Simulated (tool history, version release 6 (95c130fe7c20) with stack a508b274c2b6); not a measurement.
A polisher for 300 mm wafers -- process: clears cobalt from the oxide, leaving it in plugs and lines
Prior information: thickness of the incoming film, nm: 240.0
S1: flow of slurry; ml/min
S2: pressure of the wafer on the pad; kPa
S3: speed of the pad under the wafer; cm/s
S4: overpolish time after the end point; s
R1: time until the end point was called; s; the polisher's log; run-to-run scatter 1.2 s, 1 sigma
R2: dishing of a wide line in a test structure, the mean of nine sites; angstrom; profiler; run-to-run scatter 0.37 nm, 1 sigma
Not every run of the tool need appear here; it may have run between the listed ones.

run 1 hour=0.0 | S1=300 S2=15.9 S3=78 S4=14 | R1=62.240 R2=361.50
run 2 hour=8.1 | S1=300 S2=14.5 S3=78 S4=15 | R1=67.112 R2=352.85
run 3 hour=15.6 | S1=300 S2=14.5 S3=96 S4=15 | R1=55.312 R2=396.91
run 4 hour=23.3 | S1=300 S2=13.1 S3=94 S4=16 | R1=61.662 R2=381.12
run 5 hour=29.1 | S1=300 S2=12.4 S3=92 S4=17 | R1=65.567 R2=392.80
run 6 hour=33.6 | S1=300 S2=12.4 S3=76 S4=17 | R1=77.995 R2=349.94

Run 7 comes next. What will it give?
run 7 hour=34.9 | S1=300 S2=11.7 S3=76 S4=17 | R1=? R2=?

{"run 7": {"R1": 81.057, "R2": 337.28}}

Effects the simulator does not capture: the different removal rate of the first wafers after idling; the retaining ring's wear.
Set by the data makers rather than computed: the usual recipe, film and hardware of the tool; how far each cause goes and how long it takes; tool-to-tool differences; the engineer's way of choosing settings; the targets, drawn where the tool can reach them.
